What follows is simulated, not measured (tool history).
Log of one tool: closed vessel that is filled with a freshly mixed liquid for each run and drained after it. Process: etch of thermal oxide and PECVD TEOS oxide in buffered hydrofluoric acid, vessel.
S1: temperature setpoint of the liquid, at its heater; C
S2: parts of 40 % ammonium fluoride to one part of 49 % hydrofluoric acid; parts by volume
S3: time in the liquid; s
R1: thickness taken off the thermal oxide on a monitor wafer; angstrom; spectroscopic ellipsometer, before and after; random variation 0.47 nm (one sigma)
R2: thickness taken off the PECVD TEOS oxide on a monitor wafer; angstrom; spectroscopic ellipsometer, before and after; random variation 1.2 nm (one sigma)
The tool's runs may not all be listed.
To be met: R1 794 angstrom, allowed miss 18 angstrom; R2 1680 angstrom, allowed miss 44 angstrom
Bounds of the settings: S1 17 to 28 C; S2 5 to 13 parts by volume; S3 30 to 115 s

run 1 day=0 | S1=20 S2=8 S3=60 | R1=644.68 R2=1371.7
run 2 day=0.092 | S1=20.5 S2=8 S3=60 | R1=665.42 R2=1400.8
run 3 day=0.275 | S1=20.5 S2=9.5 S3=60 | R1=558.61 R2=1199
run 4 day=0.425 | S1=19 S2=9.5 S3=60 | R1=512.21 R2=1084.7
run 5 day=0.567 | S1=20 S2=9.5 S3=60 | R1=546.54 R2=1159.7
run 6 day=0.633 | S1=20 S2=10.5 S3=60 | R1=499.66 R2=1075.8
run 7 day=0.838 | S1=21 S2=10.5 S3=60 | R1=530.09 R2=1122.4
run 8 day=0.896 | S1=21.5 S2=10.5 S3=60 | R1=553.39 R2=1150.8
run 9 day=0.967 | S1=22 S2=10.5 S3=60 | R1=565.45 R2=1206.6
run 10 day=1.133 | S1=22.5 S2=10.5 S3=60 | R1=580.83 R2=1222.9
run 11 day=1.392 | S1=23 S2=10.5 S3=60 | R1=594.49 R2=1251.6
run 12 day=1.733 | S1=27 S2=10.5 S3=60 | R1=742.52 R2=1554.7
run 13 day=1.808 | S1=27.5 S2=10.5 S3=60 | R1=758.27 R2=1625.4

Which of these 4 next moves meets every target?
run A day=1.883 | S1=28 S2=9 S3=55 | R1=? R2=?
run B day=1.883 | S1=19 S2=13 S3=110 | R1=? R2=?
run C day=1.883 | S1=26.5 S2=10 S3=60 | R1=? R2=?
run D day=1.883 | S1=24 S2=12 S3=80 | R1=? R2=?

move=A R1=801.41 R2=1685.1
move=B R1=709.54 R2=1491.9
move=C R1=755.32 R2=1588.2
move=D R1=736.5 R2=1548.6
A: meets every target
B: further off than the last run
C: further off than the last run
D: further off than the last run
Move A is the one to make.
